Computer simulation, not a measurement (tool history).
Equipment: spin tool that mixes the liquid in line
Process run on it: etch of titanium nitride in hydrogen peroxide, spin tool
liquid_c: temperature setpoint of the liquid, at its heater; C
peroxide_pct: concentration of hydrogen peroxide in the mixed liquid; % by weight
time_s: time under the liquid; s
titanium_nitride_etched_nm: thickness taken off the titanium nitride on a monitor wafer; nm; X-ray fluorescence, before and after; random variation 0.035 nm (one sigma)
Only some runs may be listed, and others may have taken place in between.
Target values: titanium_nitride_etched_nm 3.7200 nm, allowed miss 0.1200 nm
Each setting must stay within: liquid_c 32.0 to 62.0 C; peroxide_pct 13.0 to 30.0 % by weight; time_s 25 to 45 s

run    day  liquid_c  peroxide_pct  time_s  titanium_nitride_etched_nm
  1  0.000      46.0          24.0      45                      1.9979
  2  0.338      47.5          24.0      45                      2.2453
  3  0.529      47.5          24.0      25                      1.2592
  4  0.900      53.5          24.0      25                      1.9191
     1.271  -- heated supply line repaired
  5  1.271      55.0          25.0      30                      3.4733
  6  1.608      55.0          25.0      45                      5.0400
  7  1.946      54.5          25.0      45                      4.9236
  8  2.088      54.0          25.0      45                      4.7541

Exercise: of the 4 proposed moves below, exactly one satisfies all targets within the stated allowed misses. Which move is it?
  A  2.229      61.0          25.5      25                           ?
  B  2.229      52.0          24.5      45                           ?
  C  2.229      54.0          24.5      35                           ?
  D  2.229      53.0          25.5      35                           ?

move  titanium_nitride_etched_nm
   A                      4.2709
   B                      4.0799
   C                      3.6568
   D                      3.4370
A: closer than the last run, but not yet in spec
B: closer than the last run, but not yet in spec
C: each result inside its tolerance
D: the result that was furthest off in the last run now lies on the other side of its target
Answer: C
